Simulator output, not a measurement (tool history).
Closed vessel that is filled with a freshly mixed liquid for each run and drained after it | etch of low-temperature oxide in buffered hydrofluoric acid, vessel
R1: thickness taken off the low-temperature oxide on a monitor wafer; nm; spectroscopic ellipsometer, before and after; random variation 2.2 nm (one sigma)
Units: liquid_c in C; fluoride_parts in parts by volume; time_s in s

run 1 hour=0 | liquid_c=24 fluoride_parts=11.5 time_s=105 | R1=246.21
run 2 hour=4.9 | liquid_c=25 fluoride_parts=11.5 time_s=105 | R1=260.99
run 3 hour=9.8 | liquid_c=21.5 fluoride_parts=11.5 time_s=105 | R1=214.33
run 4 hour=12.9 | liquid_c=23 fluoride_parts=11.5 time_s=105 | R1=233.03
run 5 hour=21.7 | liquid_c=23 fluoride_parts=11.5 time_s=115 | R1=254.22
run 6 hour=28.2 | liquid_c=23 fluoride_parts=11.5 time_s=105 | R1=232.51

Run 7 comes next. What will it give?
run 7 hour=32.2 | liquid_c=24 fluoride_parts=11.5 time_s=105 | R1=?

{"run 7": {"R1": 245.28}}
